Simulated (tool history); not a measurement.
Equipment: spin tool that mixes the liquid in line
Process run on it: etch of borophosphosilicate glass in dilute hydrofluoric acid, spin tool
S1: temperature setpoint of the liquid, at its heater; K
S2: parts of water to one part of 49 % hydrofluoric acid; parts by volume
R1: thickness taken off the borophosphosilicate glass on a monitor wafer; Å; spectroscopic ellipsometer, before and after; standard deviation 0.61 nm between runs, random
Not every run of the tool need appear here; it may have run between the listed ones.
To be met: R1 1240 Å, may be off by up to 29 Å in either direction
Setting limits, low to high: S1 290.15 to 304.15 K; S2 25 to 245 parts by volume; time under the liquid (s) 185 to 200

{"run": 1, "hour": 0.0, "S1": 296.15, "S2": 135, "time under the liquid (s)": 185, "R1": 931.68}
{"run": 2, "hour": 3.7, "S1": 297.15, "S2": 135, "time under the liquid (s)": 185, "R1": 973.97}
{"run": 3, "hour": 10.6, "S1": 298.15, "S2": 135, "time under the liquid (s)": 185, "R1": 1005.6}
{"run": 4, "hour": 14.9, "S1": 294.65, "S2": 135, "time under the liquid (s)": 185, "R1": 880.97}
{"run": 5, "hour": 18.9, "S1": 294.65, "S2": 180, "time under the liquid (s)": 185, "R1": 622.62}
{"run": 6, "hour": 26.9, "S1": 295.65, "S2": 175, "time under the liquid (s)": 185, "R1": 681.77}
{"run": 7, "hour": 28.1, "S1": 296.65, "S2": 170, "time under the liquid (s)": 185, "R1": 725.49}
{"run": 8, "hour": 33.4, "S1": 296.65, "S2": 170, "time under the liquid (s)": 185, "R1": 723.7}
{"run": 9, "hour": 40.9, "S1": 297.65, "S2": 165, "time under the liquid (s)": 185, "R1": 777.26}
{"run": 10, "hour": 45.2, "S1": 298.65, "S2": 160, "time under the liquid (s)": 185, "R1": 847.35}

Exercise: of the 5 proposed moves below, exactly one satisfies all targets within the stated allowed misses. Which move is it?
{"run": "A", "hour": 49.5, "S1": 296.15, "S2": 100, "time under the liquid (s)": 200, "R1": "?"}
{"run": "B", "hour": 49.5, "S1": 298.15, "S2": 115, "time under the liquid (s)": 200, "R1": "?"}
{"run": "C", "hour": 49.5, "S1": 302.65, "S2": 140, "time under the liquid (s)": 200, "R1": "?"}
{"run": "D", "hour": 49.5, "S1": 300.15, "S2": 135, "time under the liquid (s)": 200, "R1": "?"}
{"run": "E", "hour": 49.5, "S1": 297.15, "S2": 110, "time under the liquid (s)": 200, "R1": "?"}

move=A R1=1418.2
move=B R1=1310.3
move=C R1=1235
move=D R1=1175.2
move=E R1=1325.4
A: pushes the last run's worst result past its target
B: pushes the last run's worst result past its target
C: all results land within tolerance of their targets
D: nearer than the last run, and not there yet
E: pushes the last run's worst result past its target
The right move is C.
